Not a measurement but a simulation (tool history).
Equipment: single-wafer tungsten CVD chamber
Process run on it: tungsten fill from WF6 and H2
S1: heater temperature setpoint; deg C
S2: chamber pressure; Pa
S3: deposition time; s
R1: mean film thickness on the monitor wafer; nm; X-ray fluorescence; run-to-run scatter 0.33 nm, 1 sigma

run	day	S1	S2	S3	R1
1	0	375	4200	43.9	79.77
2	0.142	375	3920	43.9	77.139
3	0.275	373	3920	43.9	74.059
4	0.475	373	4493	43.9	80.774
5	0.746	371	4480	43.9	76.804
6	1.104	369	4480	43.9	73.527
7	1.458	368	4480	43.9	72.821
8	1.817	367	4480	43.9	70.196

Run 9 comes next. What will it give?
9	2.117	366	4480	43.9	?

For run 9 the tool returned R1 69.342 nm.

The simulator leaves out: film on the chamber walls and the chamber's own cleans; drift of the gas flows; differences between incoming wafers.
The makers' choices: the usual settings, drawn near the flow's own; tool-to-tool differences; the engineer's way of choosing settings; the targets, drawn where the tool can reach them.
